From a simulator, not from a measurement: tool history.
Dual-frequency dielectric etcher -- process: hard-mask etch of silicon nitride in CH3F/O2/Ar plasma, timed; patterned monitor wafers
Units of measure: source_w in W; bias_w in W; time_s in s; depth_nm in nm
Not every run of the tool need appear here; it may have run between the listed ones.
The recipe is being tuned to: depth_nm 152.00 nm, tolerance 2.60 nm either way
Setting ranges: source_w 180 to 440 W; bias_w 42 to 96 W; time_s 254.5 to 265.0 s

run	hour	source_w	bias_w	time_s	depth_nm
1	0.0	310	69	254.5	174.71
2	9.0	280	69	254.5	168.40
3	14.9	280	75	254.5	171.05
4	18.4	280	75	265.0	179.43
5	22.9	260	73	264.5	173.90
6	28.2	260	73	265.0	172.13
7	33.7	250	73	265.0	169.54
8	37.6	240	73	265.0	166.68
9	41.6	180	69	264.5	146.70

Consider the 4 candidate settings below. Which is the only one whose results all fall within their allowed miss of target?
A	45.6	180	62	263.5	?
B	45.6	200	61	263.0	?
C	45.6	180	84	259.0	?
D	45.6	180	67	263.5	?

move	depth_nm
A	141.90
B	147.19
C	151.58
D	144.81
A: the biggest miss grows against the last run
B: closes in on the targets versus the last run, not all within tolerance yet
C: all results in spec
D: the biggest miss grows against the last run
So the answer is move C, the one that meets all the targets.
